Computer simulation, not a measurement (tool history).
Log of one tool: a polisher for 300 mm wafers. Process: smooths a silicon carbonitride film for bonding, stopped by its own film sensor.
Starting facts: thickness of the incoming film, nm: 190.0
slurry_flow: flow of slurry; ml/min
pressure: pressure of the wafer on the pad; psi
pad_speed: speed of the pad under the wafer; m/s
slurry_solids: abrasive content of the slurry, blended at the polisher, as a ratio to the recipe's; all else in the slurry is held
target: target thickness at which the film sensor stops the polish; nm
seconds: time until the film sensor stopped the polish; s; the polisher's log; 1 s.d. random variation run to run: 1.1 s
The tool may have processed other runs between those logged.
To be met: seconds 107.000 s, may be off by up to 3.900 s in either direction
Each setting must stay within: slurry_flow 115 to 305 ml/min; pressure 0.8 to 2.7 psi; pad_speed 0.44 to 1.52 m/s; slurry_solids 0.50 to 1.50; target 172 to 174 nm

{"run": 1, "hour": 0.0, "slurry_flow": 195, "pressure": 1.7, "pad_speed": 0.98, "slurry_solids": 1.0, "target": 172, "seconds": 78.163}
{"run": 2, "hour": 6.1, "slurry_flow": 195, "pressure": 1.7, "pad_speed": 0.98, "slurry_solids": 1.0, "target": 172, "seconds": 76.07}
{"run": 3, "hour": 7.5, "slurry_flow": 195, "pressure": 1.6, "pad_speed": 0.98, "slurry_solids": 1.0, "target": 172, "seconds": 83.008}
{"run": 4, "hour": 16.1, "slurry_flow": 215, "pressure": 1.6, "pad_speed": 0.98, "slurry_solids": 1.0, "target": 172, "seconds": 80.66}
{"run": 5, "hour": 21.7, "slurry_flow": 215, "pressure": 1.6, "pad_speed": 0.98, "slurry_solids": 1.0, "target": 172, "seconds": 82.288}
{"run": 6, "hour": 23.4, "slurry_flow": 170, "pressure": 1.6, "pad_speed": 0.98, "slurry_solids": 1.0, "target": 172, "seconds": 85.182}
{"run": 7, "hour": 25.1, "slurry_flow": 165, "pressure": 1.5, "pad_speed": 0.98, "slurry_solids": 1.0, "target": 172, "seconds": 92.218}
{"run": 8, "hour": 32.5, "slurry_flow": 160, "pressure": 1.5, "pad_speed": 0.98, "slurry_solids": 1.0, "target": 172, "seconds": 90.382}
{"run": 9, "hour": 34.8, "slurry_flow": 160, "pressure": 1.4, "pad_speed": 0.98, "slurry_solids": 1.0, "target": 172, "seconds": 96.859}
{"run": 10, "hour": 39.8, "slurry_flow": 160, "pressure": 1.4, "pad_speed": 0.98, "slurry_solids": 1.0, "target": 172, "seconds": 96.58}

Which single option among these 4 for the next run brings every result within its allowed miss of target? Just one does.
{"run": "A", "hour": 44.8, "slurry_flow": 170, "pressure": 1.3, "pad_speed": 0.92, "slurry_solids": 0.9, "target": 174, "seconds": "?"}
{"run": "B", "hour": 44.8, "slurry_flow": 160, "pressure": 1.5, "pad_speed": 0.84, "slurry_solids": 1.0, "target": 174, "seconds": "?"}
{"run": "C", "hour": 44.8, "slurry_flow": 195, "pressure": 1.3, "pad_speed": 1.02, "slurry_solids": 0.85, "target": 172, "seconds": "?"}
{"run": "D", "hour": 44.8, "slurry_flow": 160, "pressure": 1.5, "pad_speed": 0.88, "slurry_solids": 1.0, "target": 173, "seconds": "?"}

move=A seconds=98.418
move=B seconds=87.361
move=C seconds=104.320
move=D seconds=90.232
A: closer than the last run, but not yet in spec
B: moves away from the targets compared with the last run
C: all results in spec
D: moves away from the targets compared with the last run
So the answer is move C, the one that meets all the targets.
